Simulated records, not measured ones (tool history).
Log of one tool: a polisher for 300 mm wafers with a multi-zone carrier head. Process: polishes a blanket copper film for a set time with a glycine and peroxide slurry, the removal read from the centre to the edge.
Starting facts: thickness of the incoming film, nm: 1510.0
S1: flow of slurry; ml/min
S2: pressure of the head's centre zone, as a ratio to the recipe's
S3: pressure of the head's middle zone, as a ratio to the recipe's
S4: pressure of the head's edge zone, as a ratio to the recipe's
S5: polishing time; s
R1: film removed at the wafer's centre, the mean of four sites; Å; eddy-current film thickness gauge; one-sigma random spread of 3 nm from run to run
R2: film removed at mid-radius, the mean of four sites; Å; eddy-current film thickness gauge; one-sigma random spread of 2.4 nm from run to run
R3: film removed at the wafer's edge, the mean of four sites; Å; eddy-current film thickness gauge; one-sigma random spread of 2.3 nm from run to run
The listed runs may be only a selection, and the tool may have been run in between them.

run 1 hour=0 | S1=270 S2=1 S3=1 S4=1 S5=61 | R1=2479.7 R2=2583.7 R3=2578.8
run 2 hour=8.4 | S1=275 S2=1 S3=0.98 S4=1.04 S5=63 | R1=2549.4 R2=2618.7 R3=2733.2
run 3 hour=12.9 | S1=275 S2=1 S3=0.98 S4=1.04 S5=51 | R1=2090.4 R2=2122.2 R3=2204.8
run 4 hour=17.6 | S1=330 S2=1 S3=0.98 S4=1.04 S5=51 | R1=2155.4 R2=2219 R3=2266.9
run 5 hour=18.2 | S1=325 S2=1 S3=0.97 S4=1.07 S5=55 | R1=2296.4 R2=2296.1 R3=2460.9
run 6 hour=25 | S1=325 S2=1 S3=0.97 S4=1.1 S5=55 | R1=2319.3 R2=2322 R3=2502.5
run 7 hour=32.8 | S1=325 S2=1 S3=0.96 S4=1.12 S5=58 | R1=2425.7 R2=2371.6 R3=2652.6
run 8 hour=33.7 | S1=330 S2=1 S3=0.96 S4=1.13 S5=60 | R1=2516.4 R2=2533.2 R3=2782.4
run 9 hour=38.6 | S1=335 S2=1 S3=0.95 S4=1.14 S5=62 | R1=2604.3 R2=2568.5 R3=2898.1
run 10 hour=45.1 | S1=335 S2=1 S3=0.95 S4=1.14 S5=62 | R1=2611.9 R2=2570.5 R3=2900.5
run 11 hour=53.4 | S1=340 S2=1 S3=0.95 S4=1.15 S5=63 | R1=2645.9 R2=2648.1 R3=2925.6
run 12 hour=54.5 | S1=340 S2=1 S3=0.94 S4=1.16 S5=64 | R1=2725.4 R2=2604.9 R3=2966.3
run 13 hour=59.9 | S1=340 S2=0.99 S3=0.94 S4=1.17 S5=65 | R1=2662.7 R2=2706.1 R3=3028.1
run 14 hour=68 | S1=345 S2=0.99 S3=0.93 S4=1.17 S5=66 | R1=2769.2 R2=2715.7 R3=3060.6

Run 15 has not been measured yet. What should we expect?
-- hour=69.6 worn pad replaced by a new one
run 15 hour=69.6 | S1=320 S2=1 S3=0.94 S4=1.17 S5=66 | R1=? R2=? R3=?

{"run 15": {"R1": 3026.8, "R2": 2939.5, "R3": 3336}}

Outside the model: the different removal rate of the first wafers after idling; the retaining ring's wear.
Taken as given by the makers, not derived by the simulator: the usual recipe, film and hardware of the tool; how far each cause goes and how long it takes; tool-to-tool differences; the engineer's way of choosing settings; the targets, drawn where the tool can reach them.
